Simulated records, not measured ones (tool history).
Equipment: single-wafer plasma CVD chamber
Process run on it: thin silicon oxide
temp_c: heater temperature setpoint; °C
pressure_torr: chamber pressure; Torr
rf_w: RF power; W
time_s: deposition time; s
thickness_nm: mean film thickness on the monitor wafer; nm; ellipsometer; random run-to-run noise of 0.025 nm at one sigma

run    day  temp_c  pressure_torr  rf_w  time_s  thickness_nm
  1      0     380          0.989   205    6.62        13.603
  2  0.208     380          0.989   205    6.62        13.701
  3  0.479     380          0.881   200     6.6        12.661
  4  0.583     380          0.805   190    6.54        11.636
  5  0.771     380          0.748   185    6.52        11.033
  6   0.95     380          0.748   185    6.32        10.665
  7  1.192     380          0.748   185    6.32        10.644

Run 8 is up next; what results do you expect?
  8  1.396     380          0.718   185    6.32             ?

{"run 8": {"thickness_nm": 10.464}}
